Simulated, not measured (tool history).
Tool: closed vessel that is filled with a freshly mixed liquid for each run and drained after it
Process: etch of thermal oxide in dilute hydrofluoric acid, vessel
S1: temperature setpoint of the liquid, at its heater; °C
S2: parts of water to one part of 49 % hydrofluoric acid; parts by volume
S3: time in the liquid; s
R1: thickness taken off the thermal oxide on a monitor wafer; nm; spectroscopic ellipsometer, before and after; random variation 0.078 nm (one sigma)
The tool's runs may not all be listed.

{"run": 1, "day": 0.0, "S1": 23.0, "S2": 75, "S3": 280, "R1": 14.854}
{"run": 2, "day": 0.3, "S1": 23.0, "S2": 85, "S3": 280, "R1": 13.058}
{"run": 3, "day": 0.592, "S1": 22.5, "S2": 85, "S3": 280, "R1": 12.548}
{"run": 4, "day": 0.829, "S1": 22.5, "S2": 65, "S3": 280, "R1": 16.98}
{"run": 5, "day": 0.879, "S1": 22.5, "S2": 65, "S3": 175, "R1": 10.638}
{"run": 6, "day": 1.229, "S1": 19.0, "S2": 65, "S3": 175, "R1": 9.1822}
{"run": 7, "day": 1.358, "S1": 19.5, "S2": 65, "S3": 175, "R1": 9.3798}
{"day": 1.604, "done": "hydrofluoric acid flow meter replaced"}
{"run": 8, "day": 1.604, "S1": 20.0, "S2": 65, "S3": 175, "R1": 10.521}

Forecast run 9:
{"run": 9, "day": 1.962, "S1": 21.0, "S2": 65, "S3": 175, "R1": "?"}

R1: 10.8950 nm
